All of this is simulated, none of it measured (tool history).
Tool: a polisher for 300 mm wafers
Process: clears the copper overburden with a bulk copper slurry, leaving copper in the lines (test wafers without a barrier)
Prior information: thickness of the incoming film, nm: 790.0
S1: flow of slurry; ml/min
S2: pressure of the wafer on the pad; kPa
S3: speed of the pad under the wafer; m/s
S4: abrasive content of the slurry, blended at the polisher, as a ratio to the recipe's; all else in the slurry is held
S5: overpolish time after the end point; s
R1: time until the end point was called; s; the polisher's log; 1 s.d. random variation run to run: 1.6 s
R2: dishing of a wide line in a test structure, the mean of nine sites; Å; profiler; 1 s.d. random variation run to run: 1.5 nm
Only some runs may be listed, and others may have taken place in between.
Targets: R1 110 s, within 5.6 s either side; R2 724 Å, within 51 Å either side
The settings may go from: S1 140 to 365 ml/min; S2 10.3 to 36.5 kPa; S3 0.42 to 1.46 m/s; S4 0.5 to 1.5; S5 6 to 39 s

run,day,S1,S2,S3,S4,S5,R1,R2
1,0,235,23.4,0.94,1,20,61.417,1040.1
2,0.367,235,22.1,0.94,1,20,66.137,1036
3,0.488,235,20.7,0.94,1,19,69.617,968.98
4,0.546,235,19.3,0.94,1,19,74.831,915.63
5,0.754,235,19.3,0.94,1,14,75.338,787.51
6,0.925,235,19.3,0.94,1,18,75.824,870.48
7,1.15,235,18.6,0.94,1,18,79.998,858.62
8,1.238,235,17.9,0.94,1,18,80.787,837.52
9,1.346,235,17.2,0.94,1,18,81.894,826.23
10,1.467,235,10.3,0.9,1,20,140.59,609.35
11,1.521,235,11,0.9,1,20,131.64,644.74

5 candidate next runs follow, results not yet known. Just one meets every target within its allowed miss. Identify it.
A,1.575,220,14.5,0.72,1.05,29,?,?
B,1.575,235,11.7,0.9,1,30,?,?
C,1.575,265,13.1,0.86,1.3,20,?,?
D,1.575,250,15.2,0.74,1.15,28,?,?
E,1.575,225,14.5,0.72,1,29,?,?

move,R1,R2
A,121.76,862.21
B,126.51,829.59
C,111.84,729.97
D,111.18,892.03
E,122.32,860.3
A: nearer than the last run, and not there yet
B: nearer than the last run, and not there yet
C: in spec on every target
D: the worst result of the last run now meets its target, but another is out of spec
E: nearer than the last run, and not there yet
So the answer is move C, the one that meets all the targets.

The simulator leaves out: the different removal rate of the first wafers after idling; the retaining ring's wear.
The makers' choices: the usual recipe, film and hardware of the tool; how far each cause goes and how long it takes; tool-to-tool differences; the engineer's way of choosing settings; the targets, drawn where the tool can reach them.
